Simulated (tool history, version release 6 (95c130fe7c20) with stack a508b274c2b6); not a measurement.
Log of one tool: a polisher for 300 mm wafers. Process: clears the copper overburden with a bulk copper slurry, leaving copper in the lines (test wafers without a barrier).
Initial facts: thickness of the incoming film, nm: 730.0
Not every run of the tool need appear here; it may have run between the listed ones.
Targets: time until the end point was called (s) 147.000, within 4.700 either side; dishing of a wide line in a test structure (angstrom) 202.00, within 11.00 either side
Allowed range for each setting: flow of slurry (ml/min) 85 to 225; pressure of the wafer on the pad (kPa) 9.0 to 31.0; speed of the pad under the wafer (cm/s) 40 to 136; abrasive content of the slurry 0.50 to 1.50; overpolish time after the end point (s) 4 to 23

run,day,flow of slurry (ml/min),pressure of the wafer on the pad (kPa),speed of the pad under the wafer (cm/s),abrasive content of the slurry,overpolish time after the end point (s),time until the end point was called (s),dishing of a wide line in a test structure (angstrom)
1,0.000,145,20.0,88,1.00,12,79.116,490.26
2,0.075,145,16.5,86,1.00,9,93.014,376.79
3,0.308,145,16.5,86,1.00,6,93.958,292.88
4,0.583,145,16.5,108,1.00,6,73.969,342.09
5,0.862,145,16.5,98,1.00,6,82.600,304.08
6,1.179,145,16.5,98,0.80,6,88.662,300.19
7,1.475,140,13.8,94,0.80,5,104.250,228.22
8,1.671,115,9.0,84,0.75,11,161.360,291.42
9,1.758,130,9.7,84,0.70,9,151.500,269.17
10,1.788,125,9.7,84,0.70,8,153.840,241.44
11,1.933,130,9.7,84,0.70,7,154.800,218.89
12,2.083,135,9.7,84,0.70,7,152.000,224.56
13,2.383,140,10.3,84,0.70,4,143.530,141.75
14,2.500,125,10.3,84,0.70,5,147.940,166.24
15,2.812,130,10.3,84,0.70,5,147.370,165.98

Of the 5 settings listed for the next run, only one would bring every result within its allowed miss of target. Which one?
A,3.125,140,10.3,80,0.75,7,?,?
B,3.125,110,16.5,66,0.65,6,?,?
C,3.125,100,11.7,80,0.80,4,?,?
D,3.125,115,11.7,88,0.60,5,?,?
E,3.125,105,10.3,96,0.55,7,?,?

move,time until the end point was called (s),dishing of a wide line in a test structure (angstrom)
A,148.760,225.36
B,146.050,203.55
C,146.590,142.68
D,141.030,178.91
E,147.460,226.94
A: takes the result that was furthest off past its target
B: in spec on every target
C: lands further from the targets than the last run did
D: closes in on the targets versus the last run, not all within tolerance yet
E: takes the result that was furthest off past its target
So the answer is move B, the one that meets all the targets.
